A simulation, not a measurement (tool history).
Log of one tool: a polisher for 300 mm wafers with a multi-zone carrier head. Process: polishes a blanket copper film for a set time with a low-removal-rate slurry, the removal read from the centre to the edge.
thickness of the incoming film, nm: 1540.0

run  hour  flow of slurry (ml/min)  pressure of the head's centre zone  pressure of the head's middle zone  pressure of the head's edge zone  abrasive content of the slurry  polishing time (s)  film removed at the wafer's centre (angstrom)  film removed at mid-radius (angstrom)  film removed at the wafer's edge (angstrom)
  1   0.0                      120                                1.00                                1.00                              1.00                            1.00                  33                                         576.70                                 562.71                                       566.38
  2   8.7                      120                                0.96                                1.00                              1.00                            1.00                  33                                         552.15                                 564.90                                       570.39
  3  13.0                      110                                0.93                                1.00                              0.96                            0.85                  31                                         493.28                                 505.84                                       503.60
  4  14.2                      110                                0.93                                1.00                              0.91                            0.85                  31                                         483.33                                 512.57                                       499.16
  5  17.9                      110                                0.86                                1.00                              0.91                            0.85                  31                                         449.09                                 496.49                                       500.42
  6  22.1                      110                                0.86                                1.03                              0.91                            0.85                  31                                         460.59                                 518.87                                       498.12
  7  30.4                      105                                0.84                                1.02                              0.89                            0.75                  30                                         406.94                                 475.29                                       463.93
  8  34.0                       90                                0.89                                1.01                              0.81                            0.50                  28                                         360.68                                 389.41                                       383.13
  9  42.1                       90                                0.88                                1.02                              0.82                            0.50                  28                                         345.29                                 402.11                                       381.78

Run 10 comes next. What will it give?
 10  47.9                       90                                0.88                                1.01                              0.83                            0.50                  28                                              ?                                      ?                                            ?

{"run 10": {"film removed at the wafer's centre (angstrom)": 354.48, "film removed at mid-radius (angstrom)": 395.4, "film removed at the wafer's edge (angstrom)": 383.64}}

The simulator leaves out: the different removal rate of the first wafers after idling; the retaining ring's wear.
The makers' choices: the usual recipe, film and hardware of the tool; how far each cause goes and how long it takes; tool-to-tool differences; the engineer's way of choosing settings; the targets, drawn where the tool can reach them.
